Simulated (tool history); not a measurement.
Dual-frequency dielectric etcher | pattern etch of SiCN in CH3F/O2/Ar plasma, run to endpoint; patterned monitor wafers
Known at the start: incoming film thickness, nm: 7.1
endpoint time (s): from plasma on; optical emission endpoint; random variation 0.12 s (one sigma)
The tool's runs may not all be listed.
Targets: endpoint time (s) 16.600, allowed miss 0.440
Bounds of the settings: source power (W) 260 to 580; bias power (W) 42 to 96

run  hour  source power (W)  bias power (W)  endpoint time (s)
  1   0.0               420              69             19.980
  2   7.9               450              72             19.197
  3  12.3               470              74             18.777
  4  20.1               420              74             19.456
  5  27.4               450              77             18.473
  6  32.0               450              86             17.699
  7  37.1               460              87             17.474
  8  44.4               470              88             17.114

Which of these 4 next moves meets every target?
  A  51.7               470              81                  ?
  B  51.7               460              87                  ?
  C  51.7               440              88                  ?
  D  51.7               480              92                  ?

move  endpoint time (s)
   A             17.731
   B             17.280
   C             17.470
   D             16.571
A: further off than the last run
B: further off than the last run
C: further off than the last run
D: meets every target
Move D is the one to make.

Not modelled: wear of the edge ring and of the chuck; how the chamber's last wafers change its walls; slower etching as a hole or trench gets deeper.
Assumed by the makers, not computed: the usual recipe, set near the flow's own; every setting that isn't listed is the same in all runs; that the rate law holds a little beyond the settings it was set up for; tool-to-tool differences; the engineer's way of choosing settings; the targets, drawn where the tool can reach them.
